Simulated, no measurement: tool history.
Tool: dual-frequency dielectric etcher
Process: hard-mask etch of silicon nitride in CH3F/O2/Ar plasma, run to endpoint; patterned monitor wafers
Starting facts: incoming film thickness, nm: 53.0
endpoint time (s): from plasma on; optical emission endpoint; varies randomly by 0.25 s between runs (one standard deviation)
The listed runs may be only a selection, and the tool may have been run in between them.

run	hour	source power (W)	bias power (W)	endpoint time (s)
1	0.0	450	92	68.504
2	5.9	530	92	63.134
3	13.5	530	85	66.071
4	17.0	550	90	62.600
5	24.2	550	75	69.470
6	30.2	550	69	72.787
7	37.0	560	76	68.816
8	42.0	570	82	64.767
9	43.7	630	100	55.681
10	49.5	630	102	54.949

What will run 11 give?
11	52.1	630	115	?

For run 11 the tool returned endpoint time (s) 51.168.
